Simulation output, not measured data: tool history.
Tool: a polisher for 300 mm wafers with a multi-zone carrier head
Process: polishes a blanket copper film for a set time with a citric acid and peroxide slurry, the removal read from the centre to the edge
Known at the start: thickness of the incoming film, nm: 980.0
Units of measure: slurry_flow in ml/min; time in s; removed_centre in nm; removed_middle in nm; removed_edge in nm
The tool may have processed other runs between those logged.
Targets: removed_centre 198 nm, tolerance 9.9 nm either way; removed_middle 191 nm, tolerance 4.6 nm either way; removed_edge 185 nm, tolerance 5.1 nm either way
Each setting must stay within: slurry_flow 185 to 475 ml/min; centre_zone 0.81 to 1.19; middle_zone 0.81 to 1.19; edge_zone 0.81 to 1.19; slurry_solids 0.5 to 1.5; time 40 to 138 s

Run 1, hour 0: slurry_flow 305 ml/min, centre_zone 1, middle_zone 1, edge_zone 1, slurry_solids 1, time 88 s. Result: removed_centre 210.99 nm, removed_middle 208.45 nm, removed_edge 207.36 nm.
Run 2, hour 1.3: slurry_flow 300 ml/min, centre_zone 1, middle_zone 0.99, edge_zone 0.98, slurry_solids 1, time 88 s. Result: removed_centre 207.93 nm, removed_middle 202.9 nm, removed_edge 206.43 nm.
Run 3, hour 6.6: slurry_flow 300 ml/min, centre_zone 1, middle_zone 0.99, edge_zone 0.98, slurry_solids 1.1, time 88 s. Result: removed_centre 210.46 nm, removed_middle 208.45 nm, removed_edge 210.69 nm.
Run 4, hour 15.6: slurry_flow 240 ml/min, centre_zone 1, middle_zone 0.99, edge_zone 0.98, slurry_solids 1.1, time 88 s. Result: removed_centre 195.53 nm, removed_middle 200.69 nm, removed_edge 205.71 nm.
Run 5, hour 17.6: slurry_flow 240 ml/min, centre_zone 1.01, middle_zone 0.99, edge_zone 0.96, slurry_solids 1.1, time 88 s. Result: removed_centre 205.22 nm, removed_middle 202.09 nm, removed_edge 200.11 nm.
Run 6, hour 26.5: slurry_flow 240 ml/min, centre_zone 1.06, middle_zone 0.99, edge_zone 0.96, slurry_solids 1.1, time 88 s. Result: removed_centre 211.08 nm, removed_middle 200.98 nm, removed_edge 201.76 nm.
Run 7, hour 28.7: slurry_flow 235 ml/min, centre_zone 1.06, middle_zone 0.99, edge_zone 0.95, slurry_solids 1.1, time 88 s. Result: removed_centre 215.41 nm, removed_middle 202.09 nm, removed_edge 201.13 nm.
Run 8, hour 31: slurry_flow 230 ml/min, centre_zone 1.05, middle_zone 0.99, edge_zone 0.94, slurry_solids 1.1, time 88 s. Result: removed_centre 205.28 nm, removed_middle 199.54 nm, removed_edge 201.49 nm.
Run 9, hour 36.3: slurry_flow 230 ml/min, centre_zone 1.06, middle_zone 1, edge_zone 0.93, slurry_solids 1.05, time 88 s. Result: removed_centre 203.73 nm, removed_middle 199.59 nm, removed_edge 200.02 nm.
Run 10, hour 41.1: slurry_flow 230 ml/min, centre_zone 1.06, middle_zone 1, edge_zone 0.93, slurry_solids 1.05, time 88 s. Result: removed_centre 208.58 nm, removed_middle 199.15 nm, removed_edge 197.66 nm.
Run 11, hour 43.9: slurry_flow 230 ml/min, centre_zone 1.06, middle_zone 1, edge_zone 0.93, slurry_solids 1.05, time 88 s. Result: removed_centre 203.14 nm, removed_middle 200.41 nm, removed_edge 200.14 nm.
Run 12, hour 51.5: slurry_flow 235 ml/min, centre_zone 1.07, middle_zone 1, edge_zone 0.92, slurry_solids 1.05, time 87 s. Result: removed_centre 200.78 nm, removed_middle 197.97 nm, removed_edge 194.12 nm.

Below are 5 possible settings for the next run. Only one of them brings all results inside the allowed miss of their targets. Which is it?
Run A, hour 59.1: slurry_flow 195 ml/min, centre_zone 1.04, middle_zone 0.96, edge_zone 0.81, slurry_solids 1.05, time 91 s. Result: removed_centre ?, removed_middle ?, removed_edge ?.
Run B, hour 59.1: slurry_flow 280 ml/min, centre_zone 1.15, middle_zone 1.09, edge_zone 0.88, slurry_solids 1.15, time 74 s. Result: removed_centre ?, removed_middle ?, removed_edge ?.
Run C, hour 59.1: slurry_flow 260 ml/min, centre_zone 1.04, middle_zone 1.02, edge_zone 0.86, slurry_solids 1.1, time 83 s. Result: removed_centre ?, removed_middle ?, removed_edge ?.
Run D, hour 59.1: slurry_flow 205 ml/min, centre_zone 1.1, middle_zone 1.1, edge_zone 0.89, slurry_solids 1, time 87 s. Result: removed_centre ?, removed_middle ?, removed_edge ?.
Run E, hour 59.1: slurry_flow 185 ml/min, centre_zone 0.98, middle_zone 0.96, edge_zone 0.93, slurry_solids 1.1, time 90 s. Result: removed_centre ?, removed_middle ?, removed_edge ?.

move  removed_centre  removed_middle  removed_edge
   A          202.73          192.37        186.94
   B          201.71          192.23        169.84
   C          201.07          198.97         184.9
   D          204.56           206.4        185.14
   E          189.21          189.84        196.73
A: all results land within tolerance of their targets
B: takes the biggest miss from the last run beyond its target
C: puts the biggest miss on target and leaves a different result outside tolerance
D: puts the biggest miss on target and leaves a different result outside tolerance
E: misses by more than the last run did
Correct choice: A, which meets every target

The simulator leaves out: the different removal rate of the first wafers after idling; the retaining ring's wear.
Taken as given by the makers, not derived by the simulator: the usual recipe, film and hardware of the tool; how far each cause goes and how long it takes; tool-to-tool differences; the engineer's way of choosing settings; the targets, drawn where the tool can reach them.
